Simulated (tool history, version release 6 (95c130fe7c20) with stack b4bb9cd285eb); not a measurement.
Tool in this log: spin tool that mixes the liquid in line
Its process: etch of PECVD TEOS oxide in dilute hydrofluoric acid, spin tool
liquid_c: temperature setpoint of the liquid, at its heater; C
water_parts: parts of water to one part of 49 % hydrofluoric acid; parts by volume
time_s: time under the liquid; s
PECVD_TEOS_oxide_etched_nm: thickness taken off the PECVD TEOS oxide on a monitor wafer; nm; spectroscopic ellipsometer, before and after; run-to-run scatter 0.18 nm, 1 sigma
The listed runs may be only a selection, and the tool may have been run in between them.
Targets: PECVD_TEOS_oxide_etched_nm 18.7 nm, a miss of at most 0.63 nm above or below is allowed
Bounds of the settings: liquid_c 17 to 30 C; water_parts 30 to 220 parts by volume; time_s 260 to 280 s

run 1 hour=0 | liquid_c=22 water_parts=125 time_s=260 | PECVD_TEOS_oxide_etched_nm=24.413
run 2 hour=2.7 | liquid_c=21 water_parts=125 time_s=260 | PECVD_TEOS_oxide_etched_nm=23.299
run 3 hour=10.8 | liquid_c=20 water_parts=125 time_s=260 | PECVD_TEOS_oxide_etched_nm=22.513
run 4 hour=18 | liquid_c=20 water_parts=165 time_s=260 | PECVD_TEOS_oxide_etched_nm=16.324
-- hour=23 hydrofluoric acid flow meter replaced
run 5 hour=23 | liquid_c=20 water_parts=185 time_s=260 | PECVD_TEOS_oxide_etched_nm=12.644
run 6 hour=26.8 | liquid_c=21.5 water_parts=185 time_s=260 | PECVD_TEOS_oxide_etched_nm=13.209
run 7 hour=33 | liquid_c=22.5 water_parts=180 time_s=260 | PECVD_TEOS_oxide_etched_nm=13.979
run 8 hour=34.6 | liquid_c=23 water_parts=175 time_s=260 | PECVD_TEOS_oxide_etched_nm=14.962
run 9 hour=37.2 | liquid_c=24 water_parts=170 time_s=260 | PECVD_TEOS_oxide_etched_nm=16.099

4 candidate next runs follow, results not yet known. Just one meets every target within its allowed miss. Identify it.
run A hour=39.8 | liquid_c=24 water_parts=160 time_s=280 | PECVD_TEOS_oxide_etched_nm=?
run B hour=39.8 | liquid_c=24.5 water_parts=155 time_s=280 | PECVD_TEOS_oxide_etched_nm=?
run C hour=39.8 | liquid_c=22.5 water_parts=145 time_s=280 | PECVD_TEOS_oxide_etched_nm=?
run D hour=39.8 | liquid_c=22.5 water_parts=185 time_s=260 | PECVD_TEOS_oxide_etched_nm=?

move=A PECVD_TEOS_oxide_etched_nm=18.655
move=B PECVD_TEOS_oxide_etched_nm=19.738
move=C PECVD_TEOS_oxide_etched_nm=19.76
move=D PECVD_TEOS_oxide_etched_nm=13.772
A: meets every target
B: pushes the last run's worst result past its target
C: pushes the last run's worst result past its target
D: lands further from the targets than the last run did
The right move is A.

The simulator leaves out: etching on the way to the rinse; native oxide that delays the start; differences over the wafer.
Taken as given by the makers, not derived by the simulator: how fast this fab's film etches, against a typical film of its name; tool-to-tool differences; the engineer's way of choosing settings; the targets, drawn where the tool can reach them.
